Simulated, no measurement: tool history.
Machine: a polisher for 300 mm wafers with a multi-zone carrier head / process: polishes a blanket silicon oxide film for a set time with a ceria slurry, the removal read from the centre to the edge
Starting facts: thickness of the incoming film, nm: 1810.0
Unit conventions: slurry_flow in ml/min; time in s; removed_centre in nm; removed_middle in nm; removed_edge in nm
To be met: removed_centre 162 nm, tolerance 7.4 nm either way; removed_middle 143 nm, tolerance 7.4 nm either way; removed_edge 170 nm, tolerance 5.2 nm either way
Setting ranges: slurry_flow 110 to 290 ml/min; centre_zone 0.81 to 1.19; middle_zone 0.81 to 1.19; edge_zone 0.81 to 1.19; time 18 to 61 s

| run | hour | slurry_flow | centre_zone | middle_zone | edge_zone | time | removed_centre | removed_middle | removed_edge |
|---|---|---|---|---|---|---|---|---|---|
| 1 | 0 | 185 | 1 | 1 | 1 | 39 | 285.26 | 280.91 | 282.94 |
| 2 | 4.2 | 150 | 1 | 1 | 1 | 39 | 273.78 | 274.03 | 274.32 |
| 3 | 7 | 150 | 1 | 0.97 | 1 | 36 | 251.6 | 243.68 | 251.14 |
| 4 | 11.6 | 170 | 1 | 0.97 | 1 | 36 | 253.52 | 243.94 | 256.4 |
| 5 | 14.2 | 170 | 1.04 | 0.97 | 1 | 36 | 270.44 | 248.52 | 259.81 |
| 6 | 21.1 | 170 | 1.03 | 0.95 | 0.99 | 34 | 253.04 | 225.86 | 244.56 |
| 7 | 28.1 | 165 | 1.01 | 0.93 | 0.97 | 32 | 229.38 | 211.09 | 225.96 |
| 8 | 32.5 | 165 | 1 | 0.91 | 0.97 | 30 | 213.96 | 192.15 | 213.01 |
| 9 | 34.9 | 145 | 0.9 | 0.81 | 0.87 | 23 | 143.82 | 131.52 | 150.78 |
| 10 | 36.8 | 155 | 0.91 | 0.81 | 0.89 | 23 | 146.49 | 133.01 | 150.5 |
| 11 | 40.9 | 150 | 0.92 | 0.82 | 0.91 | 23 | 148.38 | 133.93 | 154.26 |
| 12 | 42.4 | 150 | 0.92 | 0.82 | 0.91 | 23 | 148.32 | 134.73 | 155.32 |
| 13 | 45.8 | 195 | 0.96 | 0.83 | 1.01 | 24 | 169.51 | 148.17 | 176.37 |

4 candidate next runs follow, results not yet known. Just one meets every target within its allowed miss. Identify it.
| A | 49.2 | 200 | 0.96 | 0.83 | 1.03 | 23 | ? | ? | ? |
| B | 49.2 | 185 | 0.92 | 0.82 | 1.03 | 26 | ? | ? | ? |
| C | 49.2 | 240 | 1.05 | 0.81 | 1.02 | 23 | ? | ? | ? |
| D | 49.2 | 160 | 0.96 | 0.87 | 0.86 | 24 | ? | ? | ? |

| move | removed_centre | removed_middle | removed_edge |
|---|---|---|---|
| A | 163.1 | 143.24 | 170.55 |
| B | 174.41 | 158.35 | 191.02 |
| C | 183.08 | 143.99 | 173.05 |
| D | 162.82 | 149.37 | 158.77 |
A: all results in spec
B: further off than the last run
C: the worst result of the last run now meets its target, but another is out of spec
D: pushes the last run's worst result past its target
A meets every target.
